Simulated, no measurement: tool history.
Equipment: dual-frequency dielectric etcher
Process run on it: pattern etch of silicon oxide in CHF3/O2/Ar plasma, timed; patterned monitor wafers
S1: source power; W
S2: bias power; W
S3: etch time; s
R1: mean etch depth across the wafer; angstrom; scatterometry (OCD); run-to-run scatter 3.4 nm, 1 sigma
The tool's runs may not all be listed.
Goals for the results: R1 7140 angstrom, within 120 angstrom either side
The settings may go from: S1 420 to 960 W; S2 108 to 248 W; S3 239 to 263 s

run 1 hour=0 | S1=690 S2=178 S3=263 | R1=6344.5
run 2 hour=1.7 | S1=730 S2=180 S3=263 | R1=6498.4
run 3 hour=5 | S1=730 S2=157 S3=263 | R1=6292.3
run 4 hour=5.9 | S1=730 S2=180 S3=263 | R1=6500.6
run 5 hour=6.6 | S1=760 S2=182 S3=263 | R1=6701.2
-- hour=10.4 source power generator calibrated
run 6 hour=10.4 | S1=710 S2=182 S3=263 | R1=6367.6
run 7 hour=11.5 | S1=850 S2=186 S3=263 | R1=6908.3
run 8 hour=16.1 | S1=850 S2=186 S3=263 | R1=6849.8
run 9 hour=20.2 | S1=870 S2=188 S3=263 | R1=6989.4

Which one of the following 4 next-run settings gets every result inside its allowed miss? There is exactly one.
run A hour=24.3 | S1=890 S2=212 S3=253.5 | R1=?
run B hour=24.3 | S1=910 S2=199 S3=249 | R1=?
run C hour=24.3 | S1=860 S2=208 S3=239 | R1=?
run D hour=24.3 | S1=960 S2=177 S3=252.5 | R1=?

move=A R1=7147.9
move=B R1=6928.5
move=C R1=6603.6
move=D R1=6895.1
A: in spec on every target
B: lands further from the targets than the last run did
C: lands further from the targets than the last run did
D: lands further from the targets than the last run did
Go with A: it meets all targets.
